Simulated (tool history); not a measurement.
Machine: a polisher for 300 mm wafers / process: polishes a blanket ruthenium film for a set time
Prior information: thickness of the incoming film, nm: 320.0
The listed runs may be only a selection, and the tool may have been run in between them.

run,hour,flow of slurry (ml/min),pressure of the wafer on the pad (kPa),speed of the pad under the wafer (cm/s),polishing time (s),film removed (nm)
1,0.0,235,13.1,98,51,61.065
2,3.9,235,11.7,98,51,55.903
3,9.9,235,11.7,78,51,44.397
4,12.7,235,11.0,78,51,43.144
5,14.3,235,14.5,78,51,54.501
6,17.8,235,13.8,78,51,52.683
7,19.9,235,13.1,78,51,49.318
8,25.3,235,12.4,78,51,47.627

The next listed run, before its measurement:
9,31.0,235,11.7,78,51,?

film removed (nm): 44.122
